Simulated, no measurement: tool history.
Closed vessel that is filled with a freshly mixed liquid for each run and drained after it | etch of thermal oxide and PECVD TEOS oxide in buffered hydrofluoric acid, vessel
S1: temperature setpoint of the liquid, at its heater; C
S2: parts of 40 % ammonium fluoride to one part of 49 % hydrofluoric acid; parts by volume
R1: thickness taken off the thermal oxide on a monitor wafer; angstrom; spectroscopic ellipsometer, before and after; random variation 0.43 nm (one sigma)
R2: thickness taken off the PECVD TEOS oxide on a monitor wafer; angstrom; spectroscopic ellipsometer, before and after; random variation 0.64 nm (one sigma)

Run 1, day 0.000: S1 21.0 C, S2 16.5 parts by volume, time in the liquid (s) 60. Result: R1 382.90 angstrom, R2 1157.1 angstrom.
Run 2, day 0.329: S1 21.5 C, S2 16.5 parts by volume, time in the liquid (s) 60. Result: R1 396.85 angstrom, R2 1185.6 angstrom.
Run 3, day 0.617: S1 21.5 C, S2 18.5 parts by volume, time in the liquid (s) 60. Result: R1 354.91 angstrom, R2 1072.7 angstrom.
Run 4, day 0.879: S1 22.5 C, S2 18.5 parts by volume, time in the liquid (s) 60. Result: R1 376.79 angstrom, R2 1135.3 angstrom.
Run 5, day 1.100: S1 22.5 C, S2 15.0 parts by volume, time in the liquid (s) 60. Result: R1 460.64 angstrom, R2 1397.9 angstrom.
Run 6, day 1.200: S1 23.5 C, S2 15.0 parts by volume, time in the liquid (s) 60. Result: R1 487.39 angstrom, R2 1478.2 angstrom.

Forecast run 7:
Run 7, day 1.379: S1 24.0 C, S2 15.0 parts by volume, time in the liquid (s) 60. Result: R1 ?, R2 ?.

{"run 7": {"R1": 503.77, "R2": 1499.9}}
